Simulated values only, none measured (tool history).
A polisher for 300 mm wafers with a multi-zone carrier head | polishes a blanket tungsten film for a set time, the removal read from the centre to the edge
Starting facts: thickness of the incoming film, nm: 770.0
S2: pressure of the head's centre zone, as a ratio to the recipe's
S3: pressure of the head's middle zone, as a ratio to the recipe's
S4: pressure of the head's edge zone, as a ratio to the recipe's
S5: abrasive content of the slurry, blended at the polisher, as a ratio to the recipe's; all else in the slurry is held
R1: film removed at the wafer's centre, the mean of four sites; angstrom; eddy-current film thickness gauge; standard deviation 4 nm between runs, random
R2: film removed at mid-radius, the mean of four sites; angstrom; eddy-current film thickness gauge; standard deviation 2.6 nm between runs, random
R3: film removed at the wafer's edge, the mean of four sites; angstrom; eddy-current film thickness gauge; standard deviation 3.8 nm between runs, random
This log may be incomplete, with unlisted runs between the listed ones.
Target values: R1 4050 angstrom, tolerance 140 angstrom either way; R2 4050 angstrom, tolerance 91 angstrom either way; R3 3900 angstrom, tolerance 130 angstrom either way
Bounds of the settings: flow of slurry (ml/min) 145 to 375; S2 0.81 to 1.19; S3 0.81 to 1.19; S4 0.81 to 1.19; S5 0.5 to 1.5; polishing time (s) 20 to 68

run 1 hour=0 | flow_of_slurry_(ml/min)=240 S2=1 S3=1 S4=1 S5=1 polishing_time_(s)=44 | R1=3236.6 R2=3043.1 R3=3185.2
run 2 hour=4.6 | flow_of_slurry_(ml/min)=240 S2=1 S3=1 S4=0.91 S5=1 polishing_time_(s)=44 | R1=3194.1 R2=3054.3 R3=3019.5
run 3 hour=11.5 | flow_of_slurry_(ml/min)=240 S2=1.07 S3=1 S4=0.91 S5=1 polishing_time_(s)=44 | R1=3308.3 R2=3087.9 R3=3101.6
run 4 hour=14.6 | flow_of_slurry_(ml/min)=250 S2=1.09 S3=1.02 S4=0.94 S5=1.05 polishing_time_(s)=44 | R1=3492.7 R2=3175.5 R3=3180.3
run 5 hour=22.7 | flow_of_slurry_(ml/min)=250 S2=1.09 S3=1.02 S4=0.94 S5=1.25 polishing_time_(s)=44 | R1=3626.1 R2=3288.4 R3=3245.9
run 6 hour=24.2 | flow_of_slurry_(ml/min)=290 S2=1.09 S3=1.02 S4=0.94 S5=1.25 polishing_time_(s)=44 | R1=3766 R2=3333.3 R3=3355
run 7 hour=24.9 | flow_of_slurry_(ml/min)=290 S2=1.08 S3=1.04 S4=0.96 S5=1.3 polishing_time_(s)=44 | R1=3617.3 R2=3416.2 R3=3324.4
run 8 hour=28.4 | flow_of_slurry_(ml/min)=295 S2=1.09 S3=1.05 S4=0.98 S5=1.35 polishing_time_(s)=44 | R1=3788.1 R2=3520.8 R3=3387.3
run 9 hour=34.6 | flow_of_slurry_(ml/min)=300 S2=1.08 S3=1.05 S4=1 S5=1.35 polishing_time_(s)=44 | R1=3761.9 R2=3477.7 R3=3461.8
run 10 hour=35.9 | flow_of_slurry_(ml/min)=305 S2=1.08 S3=1.06 S4=1.02 S5=1.35 polishing_time_(s)=44 | R1=3780.9 R2=3535.6 R3=3482
run 11 hour=43.9 | flow_of_slurry_(ml/min)=310 S2=1.08 S3=1.07 S4=1.04 S5=1.35 polishing_time_(s)=44 | R1=3768.1 R2=3610.2 R3=3533.9
run 12 hour=44.6 | flow_of_slurry_(ml/min)=315 S2=1.08 S3=1.08 S4=1.06 S5=1.35 polishing_time_(s)=44 | R1=3796.8 R2=3617.5 R3=3537.6
run 13 hour=52.4 | flow_of_slurry_(ml/min)=320 S2=1.08 S3=1.09 S4=1.07 S5=1.35 polishing_time_(s)=44 | R1=3797.4 R2=3620.3 R3=3578.6

Consider the 5 candidate settings below. Which is the only one whose results all fall within their allowed miss of target?
run A hour=60.2 | flow_of_slurry_(ml/min)=320 S2=0.91 S3=1.19 S4=1.08 S5=1.5 polishing_time_(s)=45 | R1=? R2=? R3=?
run B hour=60.2 | flow_of_slurry_(ml/min)=340 S2=1.12 S3=1.16 S4=1 S5=1.45 polishing_time_(s)=45 | R1=? R2=? R3=?
run C hour=60.2 | flow_of_slurry_(ml/min)=330 S2=1.06 S3=1.03 S4=1.07 S5=1.35 polishing_time_(s)=48 | R1=? R2=? R3=?
run D hour=60.2 | flow_of_slurry_(ml/min)=305 S2=0.93 S3=0.86 S4=1.19 S5=1.25 polishing_time_(s)=46 | R1=? R2=? R3=?
run E hour=60.2 | flow_of_slurry_(ml/min)=370 S2=1.05 S3=1.11 S4=1.07 S5=1.5 polishing_time_(s)=46 | R1=? R2=? R3=?

move=A R1=3424.5 R2=4138.4 R3=3797.8
move=B R1=4038.7 R2=4034.6 R3=3647.5
move=C R1=4033 R2=3812 R3=3949.3
move=D R1=3384.4 R2=3062.9 R3=3905.4
move=E R1=3978.5 R2=4033 R3=3906.8
A: brings the last run's worst result on target, with another outside its allowed miss
B: brings the last run's worst result on target, with another outside its allowed miss
C: nearer than the last run, and not there yet
D: the biggest miss grows against the last run
E: meets every target
E meets every target.

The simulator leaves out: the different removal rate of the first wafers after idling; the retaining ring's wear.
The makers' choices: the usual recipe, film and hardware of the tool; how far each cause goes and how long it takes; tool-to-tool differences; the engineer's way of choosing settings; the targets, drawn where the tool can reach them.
